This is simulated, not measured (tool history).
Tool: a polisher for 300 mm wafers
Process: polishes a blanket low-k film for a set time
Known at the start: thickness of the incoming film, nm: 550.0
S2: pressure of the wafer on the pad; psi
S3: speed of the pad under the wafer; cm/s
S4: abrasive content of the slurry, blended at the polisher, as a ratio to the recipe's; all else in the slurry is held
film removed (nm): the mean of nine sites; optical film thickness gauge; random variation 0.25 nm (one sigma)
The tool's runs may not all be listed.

{"run": 1, "hour": 0.0, "flow of slurry (ml/min)": 285, "S2": 2, "S3": 92, "S4": 1, "polishing time (s)": 58, "film removed (nm)": 23.859}
{"run": 2, "hour": 3.9, "flow of slurry (ml/min)": 285, "S2": 2, "S3": 106, "S4": 1, "polishing time (s)": 58, "film removed (nm)": 27.319}
{"run": 3, "hour": 9.1, "flow of slurry (ml/min)": 315, "S2": 2, "S3": 106, "S4": 1, "polishing time (s)": 58, "film removed (nm)": 28.16}
{"run": 4, "hour": 15.9, "flow of slurry (ml/min)": 315, "S2": 2, "S3": 106, "S4": 0.85, "polishing time (s)": 58, "film removed (nm)": 25.693}
{"run": 5, "hour": 23.4, "flow of slurry (ml/min)": 315, "S2": 2, "S3": 106, "S4": 0.95, "polishing time (s)": 58, "film removed (nm)": 26.837}
{"run": 6, "hour": 30.1, "flow of slurry (ml/min)": 315, "S2": 2, "S3": 106, "S4": 1.15, "polishing time (s)": 58, "film removed (nm)": 29.93}
{"run": 7, "hour": 34.6, "flow of slurry (ml/min)": 315, "S2": 1.7, "S3": 104, "S4": 1.15, "polishing time (s)": 58, "film removed (nm)": 25.033}

Forecast run 8:
{"run": 8, "hour": 37.2, "flow of slurry (ml/min)": 315, "S2": 1.5, "S3": 104, "S4": 1.15, "polishing time (s)": 58, "film removed (nm)": "?"}

{"run 8": {"film removed (nm)": 22.139}}
